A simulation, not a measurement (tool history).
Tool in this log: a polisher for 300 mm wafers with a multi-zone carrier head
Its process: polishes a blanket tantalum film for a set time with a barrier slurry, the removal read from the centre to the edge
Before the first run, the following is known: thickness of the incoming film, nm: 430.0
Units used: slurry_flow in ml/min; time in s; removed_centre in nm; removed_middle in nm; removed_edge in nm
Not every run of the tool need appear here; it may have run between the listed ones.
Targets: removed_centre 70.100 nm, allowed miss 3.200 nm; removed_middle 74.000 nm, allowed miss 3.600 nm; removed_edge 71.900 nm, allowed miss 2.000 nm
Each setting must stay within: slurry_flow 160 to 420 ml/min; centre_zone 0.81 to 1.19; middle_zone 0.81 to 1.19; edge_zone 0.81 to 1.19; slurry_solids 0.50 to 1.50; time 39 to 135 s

{"run": 1, "hour": 0.0, "slurry_flow": 270, "centre_zone": 1.0, "middle_zone": 1.0, "edge_zone": 1.0, "slurry_solids": 1.0, "time": 87, "removed_centre": 90.088, "removed_middle": 91.935, "removed_edge": 91.852}
{"run": 2, "hour": 3.1, "slurry_flow": 270, "centre_zone": 0.99, "middle_zone": 0.99, "edge_zone": 0.98, "slurry_solids": 0.9, "time": 86, "removed_centre": 89.81, "removed_middle": 87.593, "removed_edge": 88.168}
{"run": 3, "hour": 5.1, "slurry_flow": 270, "centre_zone": 0.99, "middle_zone": 0.99, "edge_zone": 0.98, "slurry_solids": 0.8, "time": 86, "removed_centre": 86.02, "removed_middle": 86.043, "removed_edge": 84.532}
{"run": 4, "hour": 9.5, "slurry_flow": 320, "centre_zone": 0.99, "middle_zone": 0.99, "edge_zone": 0.98, "slurry_solids": 0.8, "time": 86, "removed_centre": 86.065, "removed_middle": 86.925, "removed_edge": 86.245}
{"run": 5, "hour": 16.8, "slurry_flow": 320, "centre_zone": 0.99, "middle_zone": 0.99, "edge_zone": 0.98, "slurry_solids": 0.8, "time": 67, "removed_centre": 66.863, "removed_middle": 66.639, "removed_edge": 66.694}
{"run": 6, "hour": 24.0, "slurry_flow": 320, "centre_zone": 0.99, "middle_zone": 1.0, "edge_zone": 0.99, "slurry_solids": 0.85, "time": 67, "removed_centre": 67.721, "removed_middle": 68.982, "removed_edge": 68.287}
{"run": 7, "hour": 28.0, "slurry_flow": 320, "centre_zone": 0.99, "middle_zone": 1.01, "edge_zone": 1.0, "slurry_solids": 0.85, "time": 67, "removed_centre": 68.282, "removed_middle": 68.649, "removed_edge": 68.499}
{"run": 8, "hour": 36.1, "slurry_flow": 320, "centre_zone": 0.99, "middle_zone": 1.02, "edge_zone": 1.0, "slurry_solids": 0.85, "time": 67, "removed_centre": 68.432, "removed_middle": 71.658, "removed_edge": 68.012}
{"run": 9, "hour": 43.7, "slurry_flow": 320, "centre_zone": 0.99, "middle_zone": 1.02, "edge_zone": 1.01, "slurry_solids": 0.85, "time": 67, "removed_centre": 68.273, "removed_middle": 69.405, "removed_edge": 67.416}
{"run": 10, "hour": 51.0, "slurry_flow": 335, "centre_zone": 0.97, "middle_zone": 1.06, "edge_zone": 1.06, "slurry_solids": 1.0, "time": 68, "removed_centre": 73.488, "removed_middle": 76.464, "removed_edge": 75.699}

Which one of the following 5 next-run settings gets every result inside its allowed miss? There is exactly one.
{"run": "A", "hour": 58.3, "slurry_flow": 415, "centre_zone": 1.17, "middle_zone": 1.19, "edge_zone": 1.04, "slurry_solids": 0.8, "time": 68, "removed_centre": "?", "removed_middle": "?", "removed_edge": "?"}
{"run": "B", "hour": 58.3, "slurry_flow": 370, "centre_zone": 0.95, "middle_zone": 1.0, "edge_zone": 0.98, "slurry_solids": 0.9, "time": 69, "removed_centre": "?", "removed_middle": "?", "removed_edge": "?"}
{"run": "C", "hour": 58.3, "slurry_flow": 330, "centre_zone": 0.95, "middle_zone": 1.09, "edge_zone": 1.13, "slurry_solids": 1.1, "time": 68, "removed_centre": "?", "removed_middle": "?", "removed_edge": "?"}
{"run": "D", "hour": 58.3, "slurry_flow": 375, "centre_zone": 0.9, "middle_zone": 1.03, "edge_zone": 1.12, "slurry_solids": 1.3, "time": 64, "removed_centre": "?", "removed_middle": "?", "removed_edge": "?"}
{"run": "E", "hour": 58.3, "slurry_flow": 345, "centre_zone": 1.02, "middle_zone": 0.95, "edge_zone": 1.19, "slurry_solids": 0.7, "time": 77, "removed_centre": "?", "removed_middle": "?", "removed_edge": "?"}

move=A removed_centre=83.113 removed_middle=79.860 removed_edge=70.760
move=B removed_centre=70.204 removed_middle=73.757 removed_edge=72.052
move=C removed_centre=72.492 removed_middle=80.924 removed_edge=79.963
move=D removed_centre=68.090 removed_middle=77.097 removed_edge=78.766
move=E removed_centre=77.032 removed_middle=72.736 removed_edge=81.336
A: puts the biggest miss on target and leaves a different result outside tolerance
B: every result lands within tolerance
C: lands further from the targets than the last run did
D: lands further from the targets than the last run did
E: lands further from the targets than the last run did
The right move is B.
